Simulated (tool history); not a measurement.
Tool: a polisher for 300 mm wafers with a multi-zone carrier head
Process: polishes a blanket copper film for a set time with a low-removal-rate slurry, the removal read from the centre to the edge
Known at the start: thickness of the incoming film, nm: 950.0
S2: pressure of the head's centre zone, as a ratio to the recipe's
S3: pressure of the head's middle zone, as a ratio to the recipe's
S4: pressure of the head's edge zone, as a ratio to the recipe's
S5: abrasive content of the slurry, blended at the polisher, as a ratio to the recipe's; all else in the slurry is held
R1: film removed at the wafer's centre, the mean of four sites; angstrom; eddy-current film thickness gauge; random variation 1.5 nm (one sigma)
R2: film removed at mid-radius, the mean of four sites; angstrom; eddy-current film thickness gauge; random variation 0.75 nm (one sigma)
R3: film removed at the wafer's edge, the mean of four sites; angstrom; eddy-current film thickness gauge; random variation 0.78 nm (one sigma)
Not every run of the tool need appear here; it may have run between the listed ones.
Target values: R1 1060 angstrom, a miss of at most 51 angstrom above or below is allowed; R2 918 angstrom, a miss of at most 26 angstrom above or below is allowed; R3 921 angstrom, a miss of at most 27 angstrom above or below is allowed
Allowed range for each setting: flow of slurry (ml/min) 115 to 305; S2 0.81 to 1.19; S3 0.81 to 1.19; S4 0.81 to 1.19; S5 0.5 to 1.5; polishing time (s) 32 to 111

{"run": 1, "hour": 0.0, "flow of slurry (ml/min)": 195, "S2": 1, "S3": 1, "S4": 1, "S5": 1, "polishing time (s)": 71, "R1": 1926.7, "R2": 1899.2, "R3": 1907.7}
{"run": 2, "hour": 1.3, "flow of slurry (ml/min)": 195, "S2": 1, "S3": 1, "S4": 0.92, "S5": 1, "polishing time (s)": 71, "R1": 1856.2, "R2": 1916.3, "R3": 1844.6}
{"run": 3, "hour": 2.7, "flow of slurry (ml/min)": 190, "S2": 1.04, "S3": 0.97, "S4": 0.9, "S5": 0.85, "polishing time (s)": 58, "R1": 1497.5, "R2": 1423.7, "R3": 1429}
{"run": 4, "hour": 4.2, "flow of slurry (ml/min)": 240, "S2": 1.04, "S3": 0.97, "S4": 0.9, "S5": 0.85, "polishing time (s)": 58, "R1": 1552.9, "R2": 1496.6, "R3": 1460}
{"run": 5, "hour": 10.8, "flow of slurry (ml/min)": 240, "S2": 1.04, "S3": 0.97, "S4": 0.9, "S5": 0.85, "polishing time (s)": 68, "R1": 1775.3, "R2": 1754.2, "R3": 1701.1}
{"run": 6, "hour": 11.4, "flow of slurry (ml/min)": 240, "S2": 1.04, "S3": 0.97, "S4": 0.87, "S5": 0.85, "polishing time (s)": 68, "R1": 1824, "R2": 1726.3, "R3": 1704.2}
{"run": 7, "hour": 17.2, "flow of slurry (ml/min)": 235, "S2": 1.06, "S3": 0.96, "S4": 0.85, "S5": 0.75, "polishing time (s)": 58, "R1": 1551.7, "R2": 1404.8, "R3": 1356.3}
{"run": 8, "hour": 21.3, "flow of slurry (ml/min)": 220, "S2": 1.04, "S3": 0.94, "S4": 0.84, "S5": 0.65, "polishing time (s)": 53, "R1": 1266.8, "R2": 1193.1, "R3": 1195.5}
{"run": 9, "hour": 28.3, "flow of slurry (ml/min)": 220, "S2": 1.06, "S3": 0.94, "S4": 0.83, "S5": 0.6, "polishing time (s)": 49, "R1": 1172.8, "R2": 1092.2, "R3": 1067.6}
{"run": 10, "hour": 34.0, "flow of slurry (ml/min)": 200, "S2": 1.08, "S3": 0.93, "S4": 0.82, "S5": 0.55, "polishing time (s)": 48, "R1": 1141, "R2": 1011.2, "R3": 1001.3}
{"run": 11, "hour": 37.1, "flow of slurry (ml/min)": 180, "S2": 1.08, "S3": 0.93, "S4": 0.82, "S5": 0.55, "polishing time (s)": 48, "R1": 1123, "R2": 989.39, "R3": 990.33}
{"run": 12, "hour": 41.5, "flow of slurry (ml/min)": 165, "S2": 1.08, "S3": 0.93, "S4": 0.82, "S5": 0.55, "polishing time (s)": 48, "R1": 1089.4, "R2": 976.45, "R3": 966.88}
{"run": 13, "hour": 47.7, "flow of slurry (ml/min)": 155, "S2": 1.09, "S3": 0.92, "S4": 0.82, "S5": 0.55, "polishing time (s)": 48, "R1": 1082.2, "R2": 948.35, "R3": 971.59}
{"run": 14, "hour": 50.2, "flow of slurry (ml/min)": 150, "S2": 1.1, "S3": 0.93, "S4": 0.82, "S5": 0.55, "polishing time (s)": 48, "R1": 1105.3, "R2": 964.75, "R3": 969.95}
{"run": 15, "hour": 59.1, "flow of slurry (ml/min)": 145, "S2": 1.1, "S3": 0.93, "S4": 0.82, "S5": 0.55, "polishing time (s)": 48, "R1": 1047.7, "R2": 953.29, "R3": 946.43}

Pick the move, out of 5, that brings all results within their allowed miss; only one does.
{"run": "A", "hour": 68.0, "flow of slurry (ml/min)": 160, "S2": 1.09, "S3": 0.91, "S4": 0.81, "S5": 0.55, "polishing time (s)": 46, "R1": "?", "R2": "?", "R3": "?"}
{"run": "B", "hour": 68.0, "flow of slurry (ml/min)": 145, "S2": 1.19, "S3": 0.87, "S4": 0.81, "S5": 0.6, "polishing time (s)": 47, "R1": "?", "R2": "?", "R3": "?"}
{"run": "C", "hour": 68.0, "flow of slurry (ml/min)": 130, "S2": 1.1, "S3": 1.05, "S4": 0.81, "S5": 0.5, "polishing time (s)": 48, "R1": "?", "R2": "?", "R3": "?"}
{"run": "D", "hour": 68.0, "flow of slurry (ml/min)": 125, "S2": 1.1, "S3": 1.05, "S4": 0.84, "S5": 0.6, "polishing time (s)": 48, "R1": "?", "R2": "?", "R3": "?"}
{"run": "E", "hour": 68.0, "flow of slurry (ml/min)": 150, "S2": 1.07, "S3": 1, "S4": 0.82, "S5": 0.5, "polishing time (s)": 50, "R1": "?", "R2": "?", "R3": "?"}

move=A R1=1073.2 R2=914.35 R3=910.21
move=B R1=1195.4 R2=906.78 R3=943.57
move=C R1=1034.8 R2=991.55 R3=885.84
move=D R1=1088.7 R2=1044.7 R3=951.46
move=E R1=1092.4 R2=1025.9 R3=951.22
A: hits every target within its allowed miss
B: gets the furthest-off result to its target, but another result is out of tolerance
C: lands further from the targets than the last run did
D: lands further from the targets than the last run did
E: lands further from the targets than the last run did
A meets every target.
